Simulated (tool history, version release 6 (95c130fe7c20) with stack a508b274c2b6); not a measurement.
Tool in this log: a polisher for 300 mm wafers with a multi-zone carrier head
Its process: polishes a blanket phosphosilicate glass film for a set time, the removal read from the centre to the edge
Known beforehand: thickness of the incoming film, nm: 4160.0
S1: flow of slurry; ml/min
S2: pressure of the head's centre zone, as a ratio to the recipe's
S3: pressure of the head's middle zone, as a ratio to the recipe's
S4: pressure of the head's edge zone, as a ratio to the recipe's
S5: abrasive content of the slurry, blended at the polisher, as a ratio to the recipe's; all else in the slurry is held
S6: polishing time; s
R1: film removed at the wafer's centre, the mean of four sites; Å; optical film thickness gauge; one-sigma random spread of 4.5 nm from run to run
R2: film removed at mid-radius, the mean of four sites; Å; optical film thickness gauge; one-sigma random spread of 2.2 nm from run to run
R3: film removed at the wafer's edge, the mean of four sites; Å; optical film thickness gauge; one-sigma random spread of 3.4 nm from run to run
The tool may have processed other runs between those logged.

Run 1, day 0.000: S1 310 ml/min, S2 1.00, S3 1.00, S4 1.00, S5 1.00, S6 34 s. Result: R1 3780.8 Å, R2 3942.8 Å, R3 3832.1 Å.
Run 2, day 0.242: S1 310 ml/min, S2 1.00, S3 1.00, S4 1.00, S5 1.10, S6 34 s. Result: R1 3936.5 Å, R2 4172.8 Å, R3 3969.5 Å.
Run 3, day 0.375: S1 310 ml/min, S2 1.00, S3 1.00, S4 0.94, S5 1.10, S6 34 s. Result: R1 3953.5 Å, R2 4138.2 Å, R3 3867.6 Å.
Run 4, day 0.412: S1 310 ml/min, S2 0.92, S3 1.00, S4 0.94, S5 1.10, S6 34 s. Result: R1 3692.4 Å, R2 4168.2 Å, R3 3926.9 Å.
Run 5, day 0.471: S1 310 ml/min, S2 0.92, S3 1.00, S4 0.99, S5 1.10, S6 34 s. Result: R1 3611.5 Å, R2 4178.3 Å, R3 4005.5 Å.
Run 6, day 0.558: S1 310 ml/min, S2 0.92, S3 1.00, S4 0.99, S5 1.10, S6 31 s. Result: R1 3266.7 Å, R2 3850.9 Å, R3 3657.6 Å.

What does the tool deliver on the next run?
Run 7, day 0.708: S1 315 ml/min, S2 0.94, S3 1.01, S4 0.97, S5 1.05, S6 31 s. Result: R1 ?, R2 ?, R3 ?.

R1: 3323.0 Å
R2: 3729.0 Å
R3: 3534.4 Å
